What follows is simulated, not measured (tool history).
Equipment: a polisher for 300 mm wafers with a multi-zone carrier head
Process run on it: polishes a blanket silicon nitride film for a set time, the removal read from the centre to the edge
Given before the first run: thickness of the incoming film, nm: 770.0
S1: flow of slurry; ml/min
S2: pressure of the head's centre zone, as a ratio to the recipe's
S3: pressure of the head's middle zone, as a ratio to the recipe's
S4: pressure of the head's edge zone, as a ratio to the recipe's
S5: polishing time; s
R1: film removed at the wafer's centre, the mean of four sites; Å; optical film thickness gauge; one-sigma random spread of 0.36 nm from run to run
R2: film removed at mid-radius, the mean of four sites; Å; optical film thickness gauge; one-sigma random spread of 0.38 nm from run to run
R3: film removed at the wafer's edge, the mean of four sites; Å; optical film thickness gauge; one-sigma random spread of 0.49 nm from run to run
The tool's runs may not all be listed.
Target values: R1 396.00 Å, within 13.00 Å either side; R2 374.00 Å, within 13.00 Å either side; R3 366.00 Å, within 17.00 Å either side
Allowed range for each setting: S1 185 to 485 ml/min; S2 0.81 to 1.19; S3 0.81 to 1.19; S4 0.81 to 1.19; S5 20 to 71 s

| run | hour | S1 | S2 | S3 | S4 | S5 | R1 | R2 | R3 |
|---|---|---|---|---|---|---|---|---|---|
| 1 | 0.0 | 310 | 1.00 | 1.00 | 1.00 | 45 | 694.61 | 692.64 | 689.28 |
| 2 | 2.0 | 280 | 1.00 | 1.00 | 1.00 | 45 | 691.16 | 701.01 | 683.65 |
| 3 | 8.3 | 270 | 1.00 | 0.97 | 0.95 | 37 | 574.39 | 560.68 | 540.27 |
| 4 | 9.2 | 265 | 0.98 | 0.93 | 0.92 | 33 | 499.32 | 487.39 | 471.19 |
| 5 | 17.1 | 265 | 1.03 | 0.93 | 0.92 | 33 | 522.88 | 482.37 | 480.70 |
| 6 | 24.8 | 265 | 1.03 | 0.89 | 0.92 | 33 | 516.76 | 466.05 | 476.10 |
| 7 | 33.2 | 270 | 0.97 | 0.88 | 0.82 | 21 | 310.33 | 288.00 | 289.65 |
| 8 | 40.2 | 270 | 0.99 | 0.91 | 0.87 | 21 | 325.93 | 302.48 | 295.81 |
| 9 | 43.9 | 270 | 1.00 | 0.93 | 0.95 | 22 | 337.89 | 325.97 | 321.32 |
| 10 | 50.0 | 260 | 1.03 | 0.95 | 0.98 | 23 | 360.04 | 342.40 | 343.27 |
| 11 | 57.6 | 255 | 1.05 | 0.97 | 0.99 | 23 | 368.96 | 350.32 | 348.48 |
| 12 | 65.0 | 250 | 1.06 | 0.99 | 1.00 | 23 | 371.05 | 347.60 | 350.61 |
| 13 | 71.3 | 250 | 1.07 | 1.01 | 1.00 | 23 | 374.92 | 361.10 | 347.13 |
| 14 | 74.6 | 250 | 1.08 | 1.01 | 1.01 | 23 | 378.86 | 360.78 | 347.66 |
| 15 | 80.0 | 250 | 1.09 | 1.01 | 1.02 | 23 | 379.55 | 360.26 | 348.55 |
| 16 | 85.0 | 250 | 1.09 | 1.01 | 1.03 | 23 | 382.13 | 358.00 | 348.93 |
| 17 | 86.2 | 245 | 1.09 | 1.01 | 1.04 | 23 | 381.01 | 360.82 | 349.40 |
| 18 | 89.8 | 245 | 1.09 | 1.01 | 1.05 | 23 | 388.51 | 358.21 | 351.99 |
| 19 | 93.5 | 245 | 1.09 | 1.02 | 1.06 | 23 | 375.88 | 359.13 | 351.40 |

Which single option among these 4 for the next run brings every result within its allowed miss of target? Just one does.
| A | 97.2 | 360 | 1.07 | 1.00 | 1.02 | 24 | ? | ? | ? |
| B | 97.2 | 255 | 1.05 | 1.06 | 0.96 | 25 | ? | ? | ? |
| C | 97.2 | 315 | 0.99 | 1.01 | 1.08 | 26 | ? | ? | ? |
| D | 97.2 | 215 | 1.12 | 1.08 | 0.95 | 25 | ? | ? | ? |

| move | R1 | R2 | R3 |
|---|---|---|---|
| A | 402.27 | 376.75 | 364.23 |
| B | 402.87 | 404.38 | 362.71 |
| C | 401.17 | 408.66 | 403.52 |
| D | 424.02 | 406.65 | 358.09 |
A: every result lands within tolerance
B: the furthest-off result lands on target, but another misses its tolerance
C: the furthest-off result lands on target, but another misses its tolerance
D: carries the result that was furthest off beyond its target, to the other side
Go with A: it meets all targets.
